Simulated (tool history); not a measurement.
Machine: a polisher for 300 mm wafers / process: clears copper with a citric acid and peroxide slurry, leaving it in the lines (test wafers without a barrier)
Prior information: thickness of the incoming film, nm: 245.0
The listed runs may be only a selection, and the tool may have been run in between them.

run,hour,flow of slurry (ml/min),pressure of the wafer on the pad (psi),speed of the pad under the wafer (cm/s),abrasive content of the slurry,overpolish time after the end point (s),time until the end point was called (s),dishing of a wide line in a test structure (angstrom)
1,0,140,2.8,100,1,20,105.91,320.19
2,5.5,140,2.8,114,1,20,97.641,353.47
3,10.6,140,2.7,114,1,20,100.19,339.42
4,13.3,140,2.7,114,1.1,20,98.396,344.23
5,21,140,2.3,114,1.1,20,109.21,309.8
6,28.7,140,2.2,114,1.1,20,114.5,301.52

Expected results for the next run?
7,34.6,125,1.9,114,1.1,22,?,?

Run 7 measured time until the end point was called (s) 130.56, dishing of a wide line in a test structure (angstrom) 283.52.
